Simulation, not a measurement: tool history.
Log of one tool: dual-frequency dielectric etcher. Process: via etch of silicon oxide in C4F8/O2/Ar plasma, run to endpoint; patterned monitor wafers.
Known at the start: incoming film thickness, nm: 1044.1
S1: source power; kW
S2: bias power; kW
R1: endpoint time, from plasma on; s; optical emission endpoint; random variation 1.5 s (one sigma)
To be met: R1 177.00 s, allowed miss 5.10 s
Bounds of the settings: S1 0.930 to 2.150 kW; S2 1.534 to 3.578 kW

run,hour,S1,S2,R1
1,0.0,1.540,2.556,207.44
2,2.3,1.670,2.651,200.61
3,5.3,1.780,2.778,192.87
4,13.3,1.780,2.384,204.63
5,21.5,1.870,2.558,199.25
6,24.2,1.920,2.746,187.47
7,33.0,1.960,2.791,187.42
8,39.6,2.000,2.861,182.81

4 next moves are on the table. One of them brings every result within its allowed miss. Which?
A,46.2,1.980,3.455,?
B,46.2,2.150,3.533,?
C,46.2,2.080,2.970,?
D,46.2,2.150,3.565,?

move,R1
A,168.10
B,162.51
C,177.01
D,161.88
A: takes the result that was furthest off past its target
B: takes the result that was furthest off past its target
C: meets every target
D: takes the result that was furthest off past its target
Answer: C
